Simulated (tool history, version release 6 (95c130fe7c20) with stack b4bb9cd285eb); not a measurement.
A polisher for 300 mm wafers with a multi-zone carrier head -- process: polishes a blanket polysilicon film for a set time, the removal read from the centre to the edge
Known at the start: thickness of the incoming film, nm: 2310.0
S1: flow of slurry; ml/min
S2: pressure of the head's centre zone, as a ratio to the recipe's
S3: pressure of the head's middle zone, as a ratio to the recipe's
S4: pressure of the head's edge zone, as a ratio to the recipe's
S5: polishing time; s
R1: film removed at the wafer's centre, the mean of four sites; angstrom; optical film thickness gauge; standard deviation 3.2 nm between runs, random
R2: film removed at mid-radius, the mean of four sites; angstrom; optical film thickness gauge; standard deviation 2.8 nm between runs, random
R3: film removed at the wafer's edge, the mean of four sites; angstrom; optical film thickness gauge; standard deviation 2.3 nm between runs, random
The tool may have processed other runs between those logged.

| run | hour | S1 | S2 | S3 | S4 | S5 | R1 | R2 | R3 |
|---|---|---|---|---|---|---|---|---|---|
| 1 | 0 | 170 | 1 | 1 | 1 | 56 | 5183.8 | 5058.3 | 5098 |
| 2 | 8.2 | 165 | 0.98 | 0.98 | 0.99 | 53 | 4813.7 | 4593.2 | 4770.6 |
| 3 | 16.6 | 165 | 0.98 | 0.94 | 0.99 | 53 | 4775.5 | 4494.4 | 4779.3 |
| 4 | 18.7 | 140 | 0.98 | 0.94 | 0.99 | 53 | 4554.5 | 4363.7 | 4702.2 |
| 5 | 22.2 | 140 | 1.05 | 0.94 | 0.99 | 53 | 4843.7 | 4354.5 | 4687.6 |
| 6 | 29.8 | 135 | 1.03 | 0.93 | 0.98 | 51 | 4546.9 | 4135.5 | 4434.6 |
| 7 | 33.4 | 130 | 1.01 | 0.92 | 0.98 | 49 | 4188.3 | 3778.7 | 4249.4 |
| 8 | 36.7 | 130 | 0.91 | 0.89 | 0.88 | 37 | 2951.1 | 2848.6 | 3004.3 |
| 9 | 40.5 | 130 | 0.91 | 0.88 | 0.9 | 37 | 2931.8 | 2808.7 | 3043.4 |
| 10 | 45.2 | 130 | 0.91 | 0.88 | 0.91 | 37 | 2953.5 | 2803.7 | 3097.1 |

Run 11 is up next; what results do you expect?
| 11 | 47.6 | 130 | 0.91 | 0.88 | 0.92 | 37 | ? | ? | ? |

For run 11 the tool returned R1 2965.7 angstrom, R2 2818.4 angstrom, R3 3100.6 angstrom.

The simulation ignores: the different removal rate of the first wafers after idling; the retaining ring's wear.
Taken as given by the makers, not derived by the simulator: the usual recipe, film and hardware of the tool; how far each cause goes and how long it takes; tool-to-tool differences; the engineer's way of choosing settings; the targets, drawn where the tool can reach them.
